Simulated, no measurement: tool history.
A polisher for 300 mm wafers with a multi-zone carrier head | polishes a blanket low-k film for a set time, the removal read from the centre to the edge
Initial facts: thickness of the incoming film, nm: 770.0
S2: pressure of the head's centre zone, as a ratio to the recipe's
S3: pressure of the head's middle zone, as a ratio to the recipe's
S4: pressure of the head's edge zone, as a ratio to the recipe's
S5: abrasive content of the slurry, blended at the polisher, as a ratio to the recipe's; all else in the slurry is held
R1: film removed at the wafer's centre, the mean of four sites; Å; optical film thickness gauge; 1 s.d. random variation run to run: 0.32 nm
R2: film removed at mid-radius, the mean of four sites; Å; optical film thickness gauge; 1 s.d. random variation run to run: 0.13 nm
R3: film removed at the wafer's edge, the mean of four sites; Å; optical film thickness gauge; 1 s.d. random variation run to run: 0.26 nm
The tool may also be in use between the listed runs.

Run 1, hour 0.0: flow of slurry (ml/min) 215, S2 1.00, S3 1.00, S4 1.00, S5 1.00, polishing time (s) 67. Result: R1 180.45 Å, R2 179.44 Å, R3 179.51 Å.
Run 2, hour 2.9: flow of slurry (ml/min) 230, S2 1.04, S3 1.01, S4 1.02, S5 1.00, polishing time (s) 67. Result: R1 191.20 Å, R2 182.88 Å, R3 179.83 Å.
Run 3, hour 6.6: flow of slurry (ml/min) 240, S2 1.07, S3 1.01, S4 1.05, S5 1.05, polishing time (s) 67. Result: R1 208.97 Å, R2 188.34 Å, R3 193.94 Å.
Run 4, hour 9.6: flow of slurry (ml/min) 255, S2 1.08, S3 1.02, S4 1.05, S5 1.05, polishing time (s) 67. Result: R1 204.59 Å, R2 191.62 Å, R3 193.89 Å.
Run 5, hour 17.7: flow of slurry (ml/min) 255, S2 1.08, S3 0.96, S4 1.05, S5 1.05, polishing time (s) 67. Result: R1 201.86 Å, R2 179.42 Å, R3 192.92 Å.
Run 6, hour 19.3: flow of slurry (ml/min) 255, S2 1.08, S3 0.96, S4 1.05, S5 1.05, polishing time (s) 57. Result: R1 178.69 Å, R2 152.98 Å, R3 165.00 Å.

Run 7 has not been measured yet. What should we expect?
Run 7, hour 26.8: flow of slurry (ml/min) 255, S2 1.11, S3 1.01, S4 1.08, S5 1.10, polishing time (s) 57. Result: R1 ?, R2 ?, R3 ?.

{"run 7": {"R1": 183.38, "R2": 164.27, "R3": 168.57}}
